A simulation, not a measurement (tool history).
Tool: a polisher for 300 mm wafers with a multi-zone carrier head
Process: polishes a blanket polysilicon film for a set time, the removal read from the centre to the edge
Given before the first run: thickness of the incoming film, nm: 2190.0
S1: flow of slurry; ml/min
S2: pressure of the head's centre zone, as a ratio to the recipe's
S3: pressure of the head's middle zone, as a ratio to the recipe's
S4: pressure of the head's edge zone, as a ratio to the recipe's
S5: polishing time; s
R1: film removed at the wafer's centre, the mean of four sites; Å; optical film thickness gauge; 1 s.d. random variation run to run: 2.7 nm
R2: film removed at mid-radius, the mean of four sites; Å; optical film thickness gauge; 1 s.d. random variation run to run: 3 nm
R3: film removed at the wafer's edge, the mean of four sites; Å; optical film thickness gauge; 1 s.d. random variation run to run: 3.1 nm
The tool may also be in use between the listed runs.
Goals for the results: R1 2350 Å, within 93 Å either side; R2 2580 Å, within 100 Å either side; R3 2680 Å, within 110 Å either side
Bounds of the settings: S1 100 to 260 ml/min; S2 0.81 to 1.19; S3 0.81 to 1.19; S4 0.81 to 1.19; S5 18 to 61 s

run  hour   S1    S2    S3    S4  S5      R1      R2      R3
  1     0  165     1     1     1  39  3502.1  3471.4  3654.9
  2   1.6  165     1     1     1  31  2721.3  2820.6  2925.3
  3   4.1  155  0.98  0.99  0.99  31    2651  2759.4  2862.2
  4   7.5  155  0.93  0.99  0.99  31  2478.9  2776.6  2908.9
  5  12.1  155  0.93  0.95  0.99  31  2519.7    2661  2886.1
  6  15.1  155  0.99  0.95  0.99  31  2699.2  2664.9  2916.4
  7  15.8  120   0.9  0.98  0.92  30  2240.5    2447    2557
  8  19.5  120   0.9  0.98  0.92  30  2235.9  2491.3  2557.9
  9  27.1  120   0.9  0.98  0.92  30  2197.1  2528.2  2616.2
 10  34.7  120   0.9  0.98  0.92  30  2213.6  2486.6    2623

Which of these 5 next moves meets every target?
  A  42.3  110  0.81  0.89  0.92  31   ?   ?   ?
  B  42.3  175  0.97  1.04  0.81  27   ?   ?   ?
  C  42.3  115  1.04     1  0.99  28   ?   ?   ?
  D  42.3  115  0.96  0.89  0.95  31   ?   ?   ?
  E  42.3  130  0.93  0.98  0.95  30   ?   ?   ?

move      R1      R2      R3
   A  2019.4  2378.7  2639.9
   B  2340.1  2582.6  2308.1
   C  2376.4  2389.7  2484.5
   D  2425.3  2401.2  2699.9
   E  2344.2  2586.2  2658.7
A: its largest miss is bigger than the last run's
B: corrects the largest miss of the last run, while another result sits out of spec
C: corrects the largest miss of the last run, while another result sits out of spec
D: corrects the largest miss of the last run, while another result sits out of spec
E: every result lands within tolerance
So the answer is move E, the one that meets all the targets.
